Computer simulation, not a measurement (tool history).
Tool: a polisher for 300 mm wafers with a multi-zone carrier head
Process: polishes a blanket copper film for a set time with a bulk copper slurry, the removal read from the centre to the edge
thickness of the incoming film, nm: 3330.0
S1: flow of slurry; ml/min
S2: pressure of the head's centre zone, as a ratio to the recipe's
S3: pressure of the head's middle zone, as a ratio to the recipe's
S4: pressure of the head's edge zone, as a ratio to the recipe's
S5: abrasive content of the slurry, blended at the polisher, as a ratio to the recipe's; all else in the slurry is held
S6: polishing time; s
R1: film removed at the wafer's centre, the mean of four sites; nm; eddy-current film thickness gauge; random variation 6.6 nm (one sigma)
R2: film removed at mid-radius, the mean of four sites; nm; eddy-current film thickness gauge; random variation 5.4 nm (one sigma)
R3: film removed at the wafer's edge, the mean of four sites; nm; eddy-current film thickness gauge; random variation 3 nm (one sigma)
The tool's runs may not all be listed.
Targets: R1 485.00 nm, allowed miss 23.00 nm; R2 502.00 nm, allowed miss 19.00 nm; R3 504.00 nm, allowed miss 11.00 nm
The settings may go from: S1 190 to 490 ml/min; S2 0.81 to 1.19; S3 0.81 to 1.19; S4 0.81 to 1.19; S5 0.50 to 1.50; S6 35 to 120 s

run,hour,S1,S2,S3,S4,S5,S6,R1,R2,R3
1,0.0,315,1.00,1.00,1.00,1.00,77,768.52,782.21,789.60
2,1.3,255,1.00,1.00,1.00,1.00,77,751.51,765.16,777.71
3,5.2,255,1.00,0.96,1.00,1.00,77,755.01,743.22,770.27
4,11.9,250,0.99,0.95,0.98,0.95,75,704.39,702.31,739.05
5,20.9,250,0.99,0.95,0.98,0.95,85,798.78,802.61,836.27
6,22.3,250,0.99,0.95,0.96,0.90,81,764.10,763.12,766.55
7,27.4,245,0.97,0.93,0.95,0.85,78,697.84,703.02,734.91
8,35.2,260,0.99,0.98,0.87,0.60,56,455.71,479.36,457.29
9,40.5,265,0.99,0.98,0.88,0.60,56,461.58,484.40,455.86
10,41.9,265,0.99,0.98,0.90,0.60,56,472.21,480.78,464.66

Which of these 5 next moves meets every target?
A,43.3,275,0.93,1.10,0.89,0.55,59,?,?,?
B,43.3,220,1.02,1.14,0.95,0.50,62,?,?,?
C,43.3,260,1.12,1.10,0.81,0.60,54,?,?,?
D,43.3,285,1.03,1.12,0.84,0.50,56,?,?,?
E,43.3,330,0.92,0.90,0.84,0.70,59,?,?,?

move,R1,R2,R3
A,443.70,531.73,472.64
B,482.48,544.18,486.43
C,500.43,497.14,424.66
D,453.95,497.96,424.35
E,481.36,492.28,504.23
A: nearer than the last run, and not there yet
B: nearer than the last run, and not there yet
C: further off than the last run
D: further off than the last run
E: meets every target
The right move is E.
